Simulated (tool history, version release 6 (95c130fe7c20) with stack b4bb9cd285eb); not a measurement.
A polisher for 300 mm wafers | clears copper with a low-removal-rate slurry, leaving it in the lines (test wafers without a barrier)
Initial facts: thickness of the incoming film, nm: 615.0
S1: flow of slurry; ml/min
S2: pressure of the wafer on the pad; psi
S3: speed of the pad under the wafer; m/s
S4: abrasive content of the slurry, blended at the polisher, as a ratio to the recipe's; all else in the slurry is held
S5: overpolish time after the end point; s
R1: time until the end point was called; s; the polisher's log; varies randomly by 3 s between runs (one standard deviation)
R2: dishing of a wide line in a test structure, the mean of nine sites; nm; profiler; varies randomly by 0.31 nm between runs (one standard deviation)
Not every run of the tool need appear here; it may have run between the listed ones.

run,hour,S1,S2,S3,S4,S5,R1,R2
1,0.0,200,4.2,1.20,1.0,11,123.32,33.561
2,5.4,200,4.9,1.20,1.0,11,108.17,38.714
3,13.6,195,4.2,1.10,1.0,13,138.62,36.036
4,20.8,190,3.6,1.04,1.0,14,173.99,32.524
5,29.7,185,3.2,1.02,1.0,15,193.48,30.416
6,34.2,180,2.9,1.00,1.0,16,220.97,29.560
7,40.2,170,2.7,1.00,1.0,16,236.06,27.822
8,44.0,160,2.6,1.00,1.0,16,248.76,25.821
9,48.3,150,2.6,1.00,1.0,17,250.99,27.433

For run 10, what comes out?
10,49.6,140,2.0,1.00,1.0,18,?,?

Run 10 came out at R1 322.19 s, R2 22.821 nm.

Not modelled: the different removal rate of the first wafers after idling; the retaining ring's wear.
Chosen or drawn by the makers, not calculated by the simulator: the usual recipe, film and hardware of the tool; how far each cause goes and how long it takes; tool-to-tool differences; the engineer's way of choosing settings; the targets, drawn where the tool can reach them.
